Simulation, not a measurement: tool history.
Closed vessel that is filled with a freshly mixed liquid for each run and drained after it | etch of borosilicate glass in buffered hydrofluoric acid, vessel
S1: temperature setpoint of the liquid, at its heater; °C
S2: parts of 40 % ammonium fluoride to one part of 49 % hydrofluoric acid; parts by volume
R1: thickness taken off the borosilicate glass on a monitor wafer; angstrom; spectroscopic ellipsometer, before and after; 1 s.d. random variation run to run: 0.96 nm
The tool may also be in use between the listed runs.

Run 1, hour 0: S1 22 °C, S2 16 parts by volume, time in the liquid (s) 105. Result: R1 796.78 angstrom.
Run 2, hour 7.4: S1 22 °C, S2 16 parts by volume, time in the liquid (s) 105. Result: R1 787.39 angstrom.
Run 3, hour 10.7: S1 19 °C, S2 16 parts by volume, time in the liquid (s) 105. Result: R1 681.14 angstrom.
Run 4, hour 15.1: S1 19 °C, S2 16 parts by volume, time in the liquid (s) 105. Result: R1 673.7 angstrom.
Run 5, hour 16.9: S1 19 °C, S2 16 parts by volume, time in the liquid (s) 105. Result: R1 673.92 angstrom.
Run 6, hour 20.2: S1 17 °C, S2 16 parts by volume, time in the liquid (s) 105. Result: R1 599.71 angstrom.
Run 7, hour 25.2: S1 19 °C, S2 16 parts by volume, time in the liquid (s) 105. Result: R1 674.07 angstrom.
Run 8, hour 31.5: S1 19 °C, S2 16 parts by volume, time in the liquid (s) 105. Result: R1 675.96 angstrom.
Run 9, hour 40.8: S1 20.5 °C, S2 16 parts by volume, time in the liquid (s) 105. Result: R1 726.11 angstrom.
Run 10, hour 46.9: S1 22 °C, S2 16 parts by volume, time in the liquid (s) 105. Result: R1 793.83 angstrom.
Run 11, hour 55.5: S1 23 °C, S2 16 parts by volume, time in the liquid (s) 105. Result: R1 829.2 angstrom.
Run 12, hour 61.4: S1 24 °C, S2 16 parts by volume, time in the liquid (s) 105. Result: R1 899.35 angstrom.
Run 13, hour 67.3: S1 24.5 °C, S2 16 parts by volume, time in the liquid (s) 105. Result: R1 929.06 angstrom.
Run 14, hour 74.5: S1 25 °C, S2 16 parts by volume, time in the liquid (s) 105. Result: R1 934.01 angstrom.

What does the tool deliver on the next run?
Run 15, hour 77.7: S1 25.5 °C, S2 16 parts by volume, time in the liquid (s) 105. Result: R1 ?.

R1: 948.53 angstrom

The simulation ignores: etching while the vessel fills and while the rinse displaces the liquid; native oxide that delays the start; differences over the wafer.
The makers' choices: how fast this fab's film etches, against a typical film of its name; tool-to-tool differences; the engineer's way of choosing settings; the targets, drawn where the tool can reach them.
